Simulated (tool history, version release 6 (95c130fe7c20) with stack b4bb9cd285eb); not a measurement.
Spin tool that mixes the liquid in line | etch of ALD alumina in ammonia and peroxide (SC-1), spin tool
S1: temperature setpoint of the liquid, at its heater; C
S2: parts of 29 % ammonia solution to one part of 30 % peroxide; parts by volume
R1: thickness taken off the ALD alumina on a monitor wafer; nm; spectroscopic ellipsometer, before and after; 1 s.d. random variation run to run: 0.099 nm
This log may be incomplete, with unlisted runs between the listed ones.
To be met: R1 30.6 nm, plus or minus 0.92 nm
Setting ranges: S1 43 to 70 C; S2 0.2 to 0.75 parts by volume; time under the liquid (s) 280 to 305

Run 1, hour 0: S1 59 C, S2 0.45 parts by volume, time under the liquid (s) 280. Result: R1 21.174 nm.
Run 2, hour 6.2: S1 60 C, S2 0.45 parts by volume, time under the liquid (s) 280. Result: R1 22.432 nm.
Run 3, hour 12.4: S1 60 C, S2 0.35 parts by volume, time under the liquid (s) 280. Result: R1 21.93 nm.
Run 4, hour 17.7: S1 61 C, S2 0.35 parts by volume, time under the liquid (s) 280. Result: R1 22.906 nm.
Run 5, hour 24.7: S1 54.5 C, S2 0.35 parts by volume, time under the liquid (s) 280. Result: R1 16.298 nm.
Run 6, hour 32.5: S1 54.5 C, S2 0.2 parts by volume, time under the liquid (s) 280. Result: R1 15.596 nm.
Run 7, hour 33.7: S1 56 C, S2 0.2 parts by volume, time under the liquid (s) 280. Result: R1 16.81 nm.
Run 8, hour 41.3: S1 57.5 C, S2 0.2 parts by volume, time under the liquid (s) 280. Result: R1 18.239 nm.
Run 9, hour 44.3: S1 59 C, S2 0.2 parts by volume, time under the liquid (s) 280. Result: R1 19.714 nm.
Run 10, hour 46.9: S1 60 C, S2 0.2 parts by volume, time under the liquid (s) 280. Result: R1 20.689 nm.
Run 11, hour 54.7: S1 61 C, S2 0.2 parts by volume, time under the liquid (s) 280. Result: R1 21.905 nm.
Run 12, hour 60: S1 62 C, S2 0.2 parts by volume, time under the liquid (s) 280. Result: R1 23.003 nm.
Run 13, hour 66.1: S1 62.5 C, S2 0.2 parts by volume, time under the liquid (s) 280. Result: R1 23.449 nm.
Run 14, hour 69.9: S1 63 C, S2 0.2 parts by volume, time under the liquid (s) 280. Result: R1 24.064 nm.
Run 15, hour 78.7: S1 63.5 C, S2 0.2 parts by volume, time under the liquid (s) 280. Result: R1 24.711 nm.
Run 16, hour 86.1: S1 64 C, S2 0.2 parts by volume, time under the liquid (s) 280. Result: R1 25.517 nm.

Consider the 5 candidate settings below. Which is the only one whose results all fall within their allowed miss of target?
Run A, hour 93.5: S1 64.5 C, S2 0.4 parts by volume, time under the liquid (s) 305. Result: R1 ?.
Run B, hour 93.5: S1 65.5 C, S2 0.4 parts by volume, time under the liquid (s) 280. Result: R1 ?.
Run C, hour 93.5: S1 64.5 C, S2 0.2 parts by volume, time under the liquid (s) 300. Result: R1 ?.
Run D, hour 93.5: S1 66 C, S2 0.3 parts by volume, time under the liquid (s) 280. Result: R1 ?.
Run E, hour 93.5: S1 64 C, S2 0.2 parts by volume, time under the liquid (s) 305. Result: R1 ?.

move      R1
   A  30.191
   B  29.126
   C  27.813
   D  29.055
   E   27.58
A: every result within its allowed miss
B: closes in on the targets versus the last run, not all within tolerance yet
C: closes in on the targets versus the last run, not all within tolerance yet
D: closes in on the targets versus the last run, not all within tolerance yet
E: closes in on the targets versus the last run, not all within tolerance yet
The move that meets every target is A.

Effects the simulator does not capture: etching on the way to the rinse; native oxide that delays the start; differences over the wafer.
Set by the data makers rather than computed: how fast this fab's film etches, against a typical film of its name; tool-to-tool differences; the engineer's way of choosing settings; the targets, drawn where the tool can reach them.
